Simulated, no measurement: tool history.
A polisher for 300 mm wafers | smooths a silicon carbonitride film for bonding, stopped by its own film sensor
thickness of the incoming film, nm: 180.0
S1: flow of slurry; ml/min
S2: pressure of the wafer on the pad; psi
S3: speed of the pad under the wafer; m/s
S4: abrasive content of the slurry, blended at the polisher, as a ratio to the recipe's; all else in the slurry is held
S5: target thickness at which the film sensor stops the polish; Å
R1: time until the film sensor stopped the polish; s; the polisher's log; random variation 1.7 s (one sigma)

Run 1, day 0.000: S1 170 ml/min, S2 2.4 psi, S3 0.86 m/s, S4 1.00, S5 1300 Å. Result: R1 199.50 s.
Run 2, day 0.250: S1 170 ml/min, S2 2.4 psi, S3 0.86 m/s, S4 1.15, S5 1300 Å. Result: R1 190.51 s.
Run 3, day 0.467: S1 170 ml/min, S2 2.8 psi, S3 0.88 m/s, S4 1.15, S5 1300 Å. Result: R1 169.10 s.
Run 4, day 0.738: S1 170 ml/min, S2 2.8 psi, S3 0.88 m/s, S4 1.15, S5 1300 Å. Result: R1 168.89 s.
Run 5, day 0.971: S1 170 ml/min, S2 3.1 psi, S3 0.94 m/s, S4 1.15, S5 1300 Å. Result: R1 147.10 s.
Run 6, day 1.175: S1 170 ml/min, S2 3.3 psi, S3 0.98 m/s, S4 1.15, S5 1300 Å. Result: R1 135.39 s.

Forecast run 7:
Run 7, day 1.379: S1 170 ml/min, S2 3.4 psi, S3 1.00 m/s, S4 1.15, S5 1300 Å. Result: R1 ?.

{"run 7": {"R1": 128.54}}
